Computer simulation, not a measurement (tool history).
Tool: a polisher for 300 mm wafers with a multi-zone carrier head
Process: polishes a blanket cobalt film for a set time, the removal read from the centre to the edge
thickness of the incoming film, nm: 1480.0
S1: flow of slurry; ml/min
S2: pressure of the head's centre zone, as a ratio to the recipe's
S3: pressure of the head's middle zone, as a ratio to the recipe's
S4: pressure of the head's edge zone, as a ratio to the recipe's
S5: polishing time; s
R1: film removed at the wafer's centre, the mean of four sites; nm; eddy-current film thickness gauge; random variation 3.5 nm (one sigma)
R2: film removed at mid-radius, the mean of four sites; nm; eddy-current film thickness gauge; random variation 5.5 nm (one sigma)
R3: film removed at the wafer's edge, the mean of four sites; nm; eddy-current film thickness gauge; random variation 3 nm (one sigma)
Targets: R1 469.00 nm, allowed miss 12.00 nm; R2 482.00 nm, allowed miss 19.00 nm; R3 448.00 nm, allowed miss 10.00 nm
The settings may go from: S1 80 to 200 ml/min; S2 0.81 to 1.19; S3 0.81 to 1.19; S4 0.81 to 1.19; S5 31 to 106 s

run	day	S1	S2	S3	S4	S5	R1	R2	R3
1	0.000	130	1.00	1.00	1.00	68	381.48	391.96	379.94
2	0.083	150	1.02	1.03	1.04	69	409.75	412.95	393.37
3	0.300	160	1.02	1.05	1.07	71	427.86	434.18	423.80
4	0.512	170	1.03	1.07	1.07	71	434.54	449.07	423.96
5	0.742	170	1.03	1.07	1.07	81	492.10	505.44	486.39
6	0.783	170	1.03	1.11	1.07	81	490.29	516.65	474.73
7	1.054	160	1.03	1.10	1.06	81	488.84	500.34	478.61
8	1.279	155	1.03	1.10	1.04	81	489.38	504.47	469.14
9	1.429	145	1.03	1.10	1.03	81	482.81	495.47	467.41
10	1.792	140	1.03	1.10	1.01	81	478.14	493.73	458.21

4 next moves are on the table. One of them brings every result within its allowed miss. Which?
A	2.154	135	1.12	1.13	0.92	78	?	?	?
B	2.154	135	1.09	0.98	1.10	81	?	?	?
C	2.154	180	1.03	1.14	0.93	79	?	?	?
D	2.154	195	1.07	1.17	1.16	72	?	?	?

move	R1	R2	R3
A	495.17	477.64	423.05
B	499.94	451.03	472.13
C	490.61	514.64	447.70
D	471.30	483.32	449.95
A: takes the result that was furthest off past its target
B: further off than the last run
C: brings the result that was furthest off to its target, and leaves another outside
D: meets every target
Move D is the one to make.

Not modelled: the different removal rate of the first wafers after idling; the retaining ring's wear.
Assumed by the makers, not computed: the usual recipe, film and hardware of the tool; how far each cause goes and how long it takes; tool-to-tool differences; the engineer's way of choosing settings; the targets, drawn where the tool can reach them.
